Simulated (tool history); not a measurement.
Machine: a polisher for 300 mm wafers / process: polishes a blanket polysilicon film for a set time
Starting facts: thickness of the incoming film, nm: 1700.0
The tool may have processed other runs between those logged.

run,hour,flow of slurry (ml/min),pressure of the wafer on the pad (psi),speed of the pad under the wafer (cm/s),polishing time (s),film removed (angstrom)
1,0.0,200,3.3,120,32,2829.0
2,5.7,205,3.8,124,32,3382.8
3,13.6,205,3.8,124,29,2982.1
4,20.3,205,4.2,136,29,3617.1
5,25.4,205,4.5,146,29,4200.5
6,30.8,205,4.5,164,29,4667.8

Run 7 has not been measured yet. What should we expect?
7,39.5,205,4.7,166,29,?

film removed (angstrom): 4919.2
